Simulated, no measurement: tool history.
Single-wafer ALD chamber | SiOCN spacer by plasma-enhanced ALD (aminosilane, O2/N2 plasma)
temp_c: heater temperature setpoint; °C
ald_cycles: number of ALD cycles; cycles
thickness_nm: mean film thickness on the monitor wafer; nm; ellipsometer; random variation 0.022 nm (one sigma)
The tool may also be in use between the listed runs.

{"run": 1, "hour": 0.0, "temp_c": 375, "ald_cycles": 95, "thickness_nm": 5.0993}
{"run": 2, "hour": 2.3, "temp_c": 375, "ald_cycles": 92, "thickness_nm": 4.9556}
{"run": 3, "hour": 6.3, "temp_c": 375, "ald_cycles": 103, "thickness_nm": 5.5051}
{"run": 4, "hour": 6.8, "temp_c": 366, "ald_cycles": 103, "thickness_nm": 5.5322}
{"run": 5, "hour": 14.5, "temp_c": 366, "ald_cycles": 108, "thickness_nm": 5.7937}
{"run": 6, "hour": 15.1, "temp_c": 366, "ald_cycles": 103, "thickness_nm": 5.5416}

The next listed run, before its measurement:
{"run": 7, "hour": 20.2, "temp_c": 366, "ald_cycles": 98, "thickness_nm": "?"}

{"run 7": {"thickness_nm": 5.2261}}

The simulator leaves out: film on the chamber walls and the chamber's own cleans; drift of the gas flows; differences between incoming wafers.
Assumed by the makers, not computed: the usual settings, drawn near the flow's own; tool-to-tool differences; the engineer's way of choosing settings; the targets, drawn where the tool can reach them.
